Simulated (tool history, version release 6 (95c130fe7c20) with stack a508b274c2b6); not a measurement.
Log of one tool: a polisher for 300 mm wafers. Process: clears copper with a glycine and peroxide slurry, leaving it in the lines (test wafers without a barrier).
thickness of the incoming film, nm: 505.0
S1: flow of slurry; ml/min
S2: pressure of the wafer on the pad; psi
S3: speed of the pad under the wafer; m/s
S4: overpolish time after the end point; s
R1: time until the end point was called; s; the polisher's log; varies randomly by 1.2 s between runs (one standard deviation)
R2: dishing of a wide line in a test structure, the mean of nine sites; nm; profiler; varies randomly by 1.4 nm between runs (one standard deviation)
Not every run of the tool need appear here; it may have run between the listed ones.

run 1 hour=0 | S1=260 S2=3 S3=1.06 S4=25 | R1=97.991 R2=55.857
run 2 hour=7.4 | S1=260 S2=3 S3=1.06 S4=32 | R1=95.956 R2=62.237
run 3 hour=15.1 | S1=260 S2=3.3 S3=1.08 S4=29 | R1=88.447 R2=64.299
run 4 hour=19.2 | S1=200 S2=3.3 S3=1.08 S4=29 | R1=94.65 R2=63.803
run 5 hour=25.2 | S1=220 S2=3.5 S3=1.1 S4=26 | R1=84.941 R2=60.668
run 6 hour=30.4 | S1=230 S2=3.7 S3=1.12 S4=26 | R1=80.249 R2=66.537
run 7 hour=35.8 | S1=215 S2=4.2 S3=1.24 S4=15 | R1=68.785 R2=53.715
run 8 hour=42.8 | S1=215 S2=4.2 S3=1.22 S4=17 | R1=67.491 R2=55.926

The next listed run, before its measurement:
run 9 hour=48.4 | S1=215 S2=4.2 S3=1.22 S4=19 | R1=? R2=?

R1: 70.958 s
R2: 58.436 nm
